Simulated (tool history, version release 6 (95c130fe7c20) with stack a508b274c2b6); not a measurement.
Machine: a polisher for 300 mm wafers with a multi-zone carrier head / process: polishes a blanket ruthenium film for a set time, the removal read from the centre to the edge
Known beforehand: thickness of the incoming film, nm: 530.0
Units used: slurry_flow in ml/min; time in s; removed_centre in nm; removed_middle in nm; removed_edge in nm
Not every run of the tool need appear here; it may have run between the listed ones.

Run 1, hour 0: slurry_flow 175 ml/min, centre_zone 1, middle_zone 1, edge_zone 1, time 78 s. Result: removed_centre 120.9 nm, removed_middle 121.54 nm, removed_edge 119.25 nm.
Run 2, hour 2.6: slurry_flow 175 ml/min, centre_zone 1, middle_zone 1, edge_zone 1.04, time 78 s. Result: removed_centre 123.22 nm, removed_middle 120.87 nm, removed_edge 121.7 nm.
Run 3, hour 7.7: slurry_flow 190 ml/min, centre_zone 0.97, middle_zone 1.02, edge_zone 1.05, time 78 s. Result: removed_centre 119.4 nm, removed_middle 123.9 nm, removed_edge 122.74 nm.
Run 4, hour 14.2: slurry_flow 200 ml/min, centre_zone 0.95, middle_zone 1.04, edge_zone 1.07, time 78 s. Result: removed_centre 117.44 nm, removed_middle 125.98 nm, removed_edge 124.36 nm.
Run 5, hour 22.1: slurry_flow 200 ml/min, centre_zone 0.95, middle_zone 1.04, edge_zone 1.07, time 67 s. Result: removed_centre 100.16 nm, removed_middle 108.83 nm, removed_edge 107.14 nm.
Run 6, hour 27.8: slurry_flow 205 ml/min, centre_zone 0.94, middle_zone 1.06, edge_zone 1.09, time 70 s. Result: removed_centre 106.92 nm, removed_middle 116.81 nm, removed_edge 113.03 nm.
Run 7, hour 28.7: slurry_flow 210 ml/min, centre_zone 0.93, middle_zone 1.07, edge_zone 1.11, time 72 s. Result: removed_centre 107.04 nm, removed_middle 121.64 nm, removed_edge 116.55 nm.
Run 8, hour 35.8: slurry_flow 215 ml/min, centre_zone 0.93, middle_zone 1.08, edge_zone 1.13, time 73 s. Result: removed_centre 107.47 nm, removed_middle 124.07 nm, removed_edge 120.35 nm.
Run 9, hour 43.2: slurry_flow 215 ml/min, centre_zone 0.93, middle_zone 1.08, edge_zone 1.13, time 73 s. Result: removed_centre 110.1 nm, removed_middle 123.19 nm, removed_edge 117.98 nm.
Run 10, hour 46.4: slurry_flow 220 ml/min, centre_zone 0.92, middle_zone 1.08, edge_zone 1.14, time 75 s. Result: removed_centre 110.96 nm, removed_middle 127.25 nm, removed_edge 124.47 nm.
Run 11, hour 54.7: slurry_flow 220 ml/min, centre_zone 0.92, middle_zone 1.08, edge_zone 1.14, time 75 s. Result: removed_centre 112.1 nm, removed_middle 127.34 nm, removed_edge 124.09 nm.
Run 12, hour 60.5: slurry_flow 225 ml/min, centre_zone 0.92, middle_zone 1.09, edge_zone 1.15, time 75 s. Result: removed_centre 110.84 nm, removed_middle 129.74 nm, removed_edge 125.69 nm.
Run 13, hour 62.2: slurry_flow 235 ml/min, centre_zone 0.93, middle_zone 1.09, edge_zone 1.15, time 75 s. Result: removed_centre 111.95 nm, removed_middle 131.03 nm, removed_edge 125.77 nm.
Run 14, hour 68.2: slurry_flow 240 ml/min, centre_zone 0.94, middle_zone 1.09, edge_zone 1.16, time 75 s. Result: removed_centre 116.25 nm, removed_middle 130.55 nm, removed_edge 127.19 nm.
Run 15, hour 71.7: slurry_flow 245 ml/min, centre_zone 0.93, middle_zone 1.1, edge_zone 1.17, time 75 s. Result: removed_centre 113.8 nm, removed_middle 130.95 nm, removed_edge 129.17 nm.

What does the tool deliver on the next run?
Run 16, hour 75.2: slurry_flow 250 ml/min, centre_zone 0.93, middle_zone 1.11, edge_zone 1.17, time 75 s. Result: removed_centre ?, removed_middle ?, removed_edge ?.

Run 16 gave removed_centre 117 nm, removed_middle 131.25 nm, removed_edge 128.31 nm.
